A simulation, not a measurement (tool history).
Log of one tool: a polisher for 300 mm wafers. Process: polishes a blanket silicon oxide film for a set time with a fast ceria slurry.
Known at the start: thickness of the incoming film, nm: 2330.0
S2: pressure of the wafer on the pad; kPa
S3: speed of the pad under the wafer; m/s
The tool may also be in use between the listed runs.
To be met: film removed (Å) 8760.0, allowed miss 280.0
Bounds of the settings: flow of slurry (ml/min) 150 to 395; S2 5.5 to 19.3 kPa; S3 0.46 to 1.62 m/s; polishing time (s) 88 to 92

Run 1, hour 0.0: flow of slurry (ml/min) 250, S2 12.4 kPa, S3 1.04 m/s, polishing time (s) 88. Result: film removed (Å) 7433.5.
Run 2, hour 7.6: flow of slurry (ml/min) 250, S2 12.4 kPa, S3 0.92 m/s, polishing time (s) 88. Result: film removed (Å) 6613.0.
Run 3, hour 8.4: flow of slurry (ml/min) 190, S2 12.4 kPa, S3 0.92 m/s, polishing time (s) 88. Result: film removed (Å) 6408.9.
Run 4, hour 10.4: flow of slurry (ml/min) 250, S2 12.4 kPa, S3 0.92 m/s, polishing time (s) 88. Result: film removed (Å) 6669.2.
Run 5, hour 16.9: flow of slurry (ml/min) 250, S2 11.0 kPa, S3 0.92 m/s, polishing time (s) 88. Result: film removed (Å) 6031.5.
Run 6, hour 17.4: flow of slurry (ml/min) 250, S2 9.7 kPa, S3 0.92 m/s, polishing time (s) 88. Result: film removed (Å) 5215.2.
Run 7, hour 19.5: flow of slurry (ml/min) 260, S2 13.1 kPa, S3 0.94 m/s, polishing time (s) 88. Result: film removed (Å) 7169.2.
Run 8, hour 27.1: flow of slurry (ml/min) 265, S2 13.8 kPa, S3 0.94 m/s, polishing time (s) 88. Result: film removed (Å) 7430.3.
Run 9, hour 34.1: flow of slurry (ml/min) 265, S2 14.5 kPa, S3 0.94 m/s, polishing time (s) 88. Result: film removed (Å) 7865.4.
Run 10, hour 36.0: flow of slurry (ml/min) 265, S2 15.2 kPa, S3 0.94 m/s, polishing time (s) 88. Result: film removed (Å) 8180.4.

Which of these 5 next moves meets every target?
Run A, hour 37.9: flow of slurry (ml/min) 260, S2 15.9 kPa, S3 0.98 m/s, polishing time (s) 91. Result: film removed (Å) ?.
Run B, hour 37.9: flow of slurry (ml/min) 245, S2 17.2 kPa, S3 0.90 m/s, polishing time (s) 91. Result: film removed (Å) ?.
Run C, hour 37.9: flow of slurry (ml/min) 340, S2 12.4 kPa, S3 1.18 m/s, polishing time (s) 90. Result: film removed (Å) ?.
Run D, hour 37.9: flow of slurry (ml/min) 285, S2 16.5 kPa, S3 0.92 m/s, polishing time (s) 92. Result: film removed (Å) ?.
Run E, hour 37.9: flow of slurry (ml/min) 250, S2 17.2 kPa, S3 0.90 m/s, polishing time (s) 92. Result: film removed (Å) ?.

move  film removed (Å)
   A            9318.2
   B            9249.7
   C            8914.7
   D            9325.2
   E            9372.5
A: takes the result that was furthest off past its target
B: takes the result that was furthest off past its target
C: meets every target
D: takes the result that was furthest off past its target
E: takes the result that was furthest off past its target
Move C is the one to make.
